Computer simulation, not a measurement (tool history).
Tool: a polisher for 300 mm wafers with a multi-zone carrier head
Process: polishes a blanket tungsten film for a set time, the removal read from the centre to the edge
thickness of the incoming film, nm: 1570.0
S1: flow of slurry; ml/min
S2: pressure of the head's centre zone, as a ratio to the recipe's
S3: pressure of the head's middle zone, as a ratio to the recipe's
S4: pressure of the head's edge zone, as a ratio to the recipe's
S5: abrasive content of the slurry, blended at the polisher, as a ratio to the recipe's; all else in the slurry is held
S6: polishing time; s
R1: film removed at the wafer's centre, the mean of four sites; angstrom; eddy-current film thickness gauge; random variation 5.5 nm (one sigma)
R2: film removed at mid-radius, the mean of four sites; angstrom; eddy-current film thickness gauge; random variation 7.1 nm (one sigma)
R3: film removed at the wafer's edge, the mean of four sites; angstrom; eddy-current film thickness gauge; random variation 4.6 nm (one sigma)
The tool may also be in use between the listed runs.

run  hour   S1    S2    S3    S4    S5   S6      R1      R2      R3
  1   0.0  215  1.00  1.00  1.00  1.00   82  3471.7  3511.7  3608.3
  2   2.1  215  1.00  1.06  1.00  1.00   82  3443.5  3715.6  3686.9
  3   7.4  220  1.00  1.09  1.02  1.10   85  3727.3  4199.3  3919.3
  4  11.0  220  1.00  1.09  1.02  0.95   85  3557.9  3959.7  3774.0
  5  16.0  220  1.00  1.09  1.02  0.95   98  4110.7  4620.7  4367.8
  6  17.0  220  1.00  1.09  0.99  0.95   98  4059.9  4448.1  4312.1
  7  21.9  220  1.00  1.09  0.99  0.95   98  4153.3  4615.8  4283.3
  8  22.8  220  0.99  1.09  1.03  1.05   99  4210.1  4685.3  4509.8
  9  24.0  220  0.98  1.10  1.05  1.15  100  4246.3  4959.8  4701.0
 10  30.3  225  0.98  1.10  1.07  1.20  101  4461.3  5000.1  4958.1

Forecast run 11:
 11  38.4  235  0.97  1.12  1.09  1.20  101   ?   ?   ?

R1: 4454.2 angstrom
R2: 5131.5 angstrom
R3: 4968.7 angstrom

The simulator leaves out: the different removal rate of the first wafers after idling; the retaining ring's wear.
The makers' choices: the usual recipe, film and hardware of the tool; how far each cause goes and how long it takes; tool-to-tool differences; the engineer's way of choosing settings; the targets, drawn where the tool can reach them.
